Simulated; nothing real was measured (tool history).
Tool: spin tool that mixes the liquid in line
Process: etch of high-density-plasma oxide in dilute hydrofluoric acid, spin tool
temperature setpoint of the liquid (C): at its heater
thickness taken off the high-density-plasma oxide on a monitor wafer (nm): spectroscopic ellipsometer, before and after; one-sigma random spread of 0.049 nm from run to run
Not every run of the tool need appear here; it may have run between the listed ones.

| run | day | temperature setpoint of the liquid (C) | parts of water to one part of 49 % hydrofluoric acid (parts by volume) | time under the liquid (s) | thickness taken off the high-density-plasma oxide on a monitor wafer (nm) |
|---|---|---|---|---|---|
| 1 | 0.000 | 23.0 | 230 | 275 | 5.2684 |
| 2 | 0.046 | 23.0 | 265 | 275 | 4.3765 |
| 3 | 0.167 | 23.0 | 325 | 275 | 3.3531 |
| 4 | 0.458 | 25.5 | 300 | 275 | 4.0878 |
| 5 | 0.708 | 22.0 | 300 | 275 | 3.6559 |
| 6 | 0.796 | 19.5 | 300 | 275 | 3.3806 |
| 7 | 1.133 | 23.5 | 235 | 275 | 5.1957 |
| 8 | 1.492 | 25.0 | 235 | 275 | 5.4705 |
| 9 | 1.642 | 26.0 | 235 | 275 | 5.7547 |
| 10 | 1.775 | 26.5 | 235 | 275 | 5.8116 |
| 11 | 1.917 | 27.0 | 235 | 275 | 5.9825 |
| 12 | 2.004 | 27.5 | 235 | 275 | 6.0087 |

Run 13 is up next; what results do you expect?
| 13 | 2.125 | 28.0 | 235 | 275 | ? |

{"run 13": {"thickness taken off the high-density-plasma oxide on a monitor wafer (nm)": 6.0161}}

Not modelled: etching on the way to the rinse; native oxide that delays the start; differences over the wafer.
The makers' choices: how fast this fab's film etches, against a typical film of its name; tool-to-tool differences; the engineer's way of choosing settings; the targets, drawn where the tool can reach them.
